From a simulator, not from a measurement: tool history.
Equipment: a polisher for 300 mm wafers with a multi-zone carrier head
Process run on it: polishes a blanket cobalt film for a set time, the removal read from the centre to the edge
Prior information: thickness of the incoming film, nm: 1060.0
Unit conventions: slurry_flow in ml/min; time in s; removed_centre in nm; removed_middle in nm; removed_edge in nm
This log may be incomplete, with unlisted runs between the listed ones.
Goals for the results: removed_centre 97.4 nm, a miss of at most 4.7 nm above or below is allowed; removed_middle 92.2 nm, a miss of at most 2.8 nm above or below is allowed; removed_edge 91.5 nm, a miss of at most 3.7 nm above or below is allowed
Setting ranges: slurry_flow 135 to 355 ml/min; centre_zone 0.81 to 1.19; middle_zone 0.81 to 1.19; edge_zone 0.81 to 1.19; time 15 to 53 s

Run 1, hour 0: slurry_flow 225 ml/min, centre_zone 1, middle_zone 1, edge_zone 1, time 34 s. Result: removed_centre 158.2 nm, removed_middle 157.3 nm, removed_edge 155.34 nm.
Run 2, hour 4.6: slurry_flow 220 ml/min, centre_zone 1, middle_zone 0.98, edge_zone 0.97, time 31 s. Result: removed_centre 142.07 nm, removed_middle 139 nm, removed_edge 139.53 nm.
Run 3, hour 8.8: slurry_flow 220 ml/min, centre_zone 1.03, middle_zone 0.98, edge_zone 0.97, time 31 s. Result: removed_centre 147.23 nm, removed_middle 140.84 nm, removed_edge 140.12 nm.
Run 4, hour 15.5: slurry_flow 220 ml/min, centre_zone 1.03, middle_zone 0.98, edge_zone 1.04, time 31 s. Result: removed_centre 146.87 nm, removed_middle 136.79 nm, removed_edge 142.77 nm.
Run 5, hour 17.4: slurry_flow 220 ml/min, centre_zone 1.03, middle_zone 0.97, edge_zone 1.01, time 28 s. Result: removed_centre 133.32 nm, removed_middle 124.23 nm, removed_edge 132.35 nm.
Run 6, hour 22.1: slurry_flow 220 ml/min, centre_zone 1.08, middle_zone 0.97, edge_zone 1.01, time 28 s. Result: removed_centre 136.91 nm, removed_middle 123.8 nm, removed_edge 128.5 nm.
Run 7, hour 30: slurry_flow 215 ml/min, centre_zone 1.08, middle_zone 0.97, edge_zone 0.98, time 26 s. Result: removed_centre 126.11 nm, removed_middle 115.58 nm, removed_edge 117.53 nm.
Run 8, hour 33.6: slurry_flow 205 ml/min, centre_zone 1.08, middle_zone 0.96, edge_zone 0.96, time 25 s. Result: removed_centre 122.4 nm, removed_middle 110.12 nm, removed_edge 111.15 nm.
Run 9, hour 40.8: slurry_flow 195 ml/min, centre_zone 1.06, middle_zone 0.95, edge_zone 0.94, time 24 s. Result: removed_centre 117.36 nm, removed_middle 102.02 nm, removed_edge 106.72 nm.
Run 10, hour 44.3: slurry_flow 190 ml/min, centre_zone 1.04, middle_zone 0.96, edge_zone 0.92, time 23 s. Result: removed_centre 108.11 nm, removed_middle 99.819 nm, removed_edge 99.376 nm.
Run 11, hour 53.1: slurry_flow 160 ml/min, centre_zone 0.99, middle_zone 0.9, edge_zone 0.86, time 22 s. Result: removed_centre 95.802 nm, removed_middle 86.691 nm, removed_edge 89.787 nm.

Exactly one of the 5 candidate moves below puts every result within its allowed miss. Which one?
Run A, hour 61.9: slurry_flow 190 ml/min, centre_zone 0.87, middle_zone 0.83, edge_zone 1.04, time 22 s. Result: removed_centre ?, removed_middle ?, removed_edge ?.
Run B, hour 61.9: slurry_flow 215 ml/min, centre_zone 1.07, middle_zone 1.03, edge_zone 1.02, time 20 s. Result: removed_centre ?, removed_middle ?, removed_edge ?.
Run C, hour 61.9: slurry_flow 150 ml/min, centre_zone 1.08, middle_zone 1.02, edge_zone 0.84, time 21 s. Result: removed_centre ?, removed_middle ?, removed_edge ?.
Run D, hour 61.9: slurry_flow 135 ml/min, centre_zone 0.84, middle_zone 0.84, edge_zone 0.89, time 24 s. Result: removed_centre ?, removed_middle ?, removed_edge ?.
Run E, hour 61.9: slurry_flow 155 ml/min, centre_zone 0.91, middle_zone 0.9, edge_zone 0.87, time 22 s. Result: removed_centre ?, removed_middle ?, removed_edge ?.

move  removed_centre  removed_middle  removed_edge
   A          88.834          83.175        100.17
   B          100.57          92.135        91.219
   C          99.355          90.197        83.617
   D          86.961          85.768        96.707
   E          88.999          85.719        89.562
A: its largest miss is bigger than the last run's
B: each result inside its tolerance
C: puts the biggest miss on target and leaves a different result outside tolerance
D: its largest miss is bigger than the last run's
E: its largest miss is bigger than the last run's
The move that meets every target is B.
